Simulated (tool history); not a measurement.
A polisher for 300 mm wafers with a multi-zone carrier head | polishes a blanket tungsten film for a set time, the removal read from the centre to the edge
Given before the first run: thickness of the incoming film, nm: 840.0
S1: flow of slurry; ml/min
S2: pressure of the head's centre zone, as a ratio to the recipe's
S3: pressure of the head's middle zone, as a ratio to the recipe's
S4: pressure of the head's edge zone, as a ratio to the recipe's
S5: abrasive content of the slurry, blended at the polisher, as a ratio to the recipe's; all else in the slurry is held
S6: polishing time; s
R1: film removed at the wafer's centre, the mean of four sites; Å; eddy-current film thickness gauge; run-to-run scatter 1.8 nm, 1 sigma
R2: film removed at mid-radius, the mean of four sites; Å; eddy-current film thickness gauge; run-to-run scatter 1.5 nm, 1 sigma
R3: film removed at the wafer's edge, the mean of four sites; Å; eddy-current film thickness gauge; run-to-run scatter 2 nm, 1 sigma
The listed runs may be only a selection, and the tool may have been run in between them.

run,hour,S1,S2,S3,S4,S5,S6,R1,R2,R3
1,0,225,1,1,1,1,43,3515,3359.9,3550.3
2,6.5,225,1,1.06,1,1,43,3509.3,3558.6,3577.9
3,10.9,225,1,1.06,0.95,1,43,3427.2,3604.1,3467
4,16.4,280,1,1.06,0.95,1,43,3548.1,3689.4,3577
5,19.3,260,0.98,1.02,0.92,0.9,40,3190.7,3215.6,3191.2
6,24.7,260,0.98,1.02,0.89,0.9,40,3202.6,3180.3,3150.4
7,30.4,245,0.95,1.01,0.87,0.8,37,2816,2826.9,2800.6
8,32.3,195,0.85,0.93,0.81,0.55,27,1736.2,1783.6,1849.3

Run 9, settings as shown, results not yet in. Your forecast:
9,36.6,220,0.86,0.93,0.82,0.55,27,?,?,?

Run 9 measured R1 1800.4 Å, R2 1824.8 Å, R3 1872.3 Å.
